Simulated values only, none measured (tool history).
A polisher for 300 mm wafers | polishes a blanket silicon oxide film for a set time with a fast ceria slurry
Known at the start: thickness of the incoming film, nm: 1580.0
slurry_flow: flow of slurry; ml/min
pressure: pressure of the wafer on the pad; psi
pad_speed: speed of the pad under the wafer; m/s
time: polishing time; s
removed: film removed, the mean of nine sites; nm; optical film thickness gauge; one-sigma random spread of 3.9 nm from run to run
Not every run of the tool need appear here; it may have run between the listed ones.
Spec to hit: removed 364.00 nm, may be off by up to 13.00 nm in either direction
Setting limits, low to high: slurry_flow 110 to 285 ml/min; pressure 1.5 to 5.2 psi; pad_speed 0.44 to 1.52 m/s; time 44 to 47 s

run	day	slurry_flow	pressure	pad_speed	time	removed
1	0.000	180	3.3	0.98	44	848.89
2	0.212	180	3.8	0.98	44	980.09
3	0.446	180	3.5	0.98	44	907.39
4	0.712	175	2.9	0.88	44	685.97
5	0.775	170	2.5	0.82	44	573.71
6	1.142	200	2.5	0.82	44	587.64
7	1.442	180	1.5	0.64	44	314.66
8	1.779	190	1.6	0.64	44	328.98
9	2.058	195	1.7	0.64	44	347.16
10	2.304	200	1.7	0.64	44	343.37

Below are 5 possible settings for the next run. Only one of them brings all results inside the allowed miss of their targets. Which is it?
A	2.550	230	1.5	0.58	44	?
B	2.550	225	1.7	0.60	44	?
C	2.550	230	1.5	0.64	44	?
D	2.550	180	1.8	0.52	47	?
E	2.550	190	1.5	0.76	44	?

move	removed
A	291.41
B	327.72
C	320.06
D	308.58
E	367.70
A: lands further from the targets than the last run did
B: lands further from the targets than the last run did
C: lands further from the targets than the last run did
D: lands further from the targets than the last run did
E: every result within its allowed miss
E is the move that brings every result within its allowed miss.

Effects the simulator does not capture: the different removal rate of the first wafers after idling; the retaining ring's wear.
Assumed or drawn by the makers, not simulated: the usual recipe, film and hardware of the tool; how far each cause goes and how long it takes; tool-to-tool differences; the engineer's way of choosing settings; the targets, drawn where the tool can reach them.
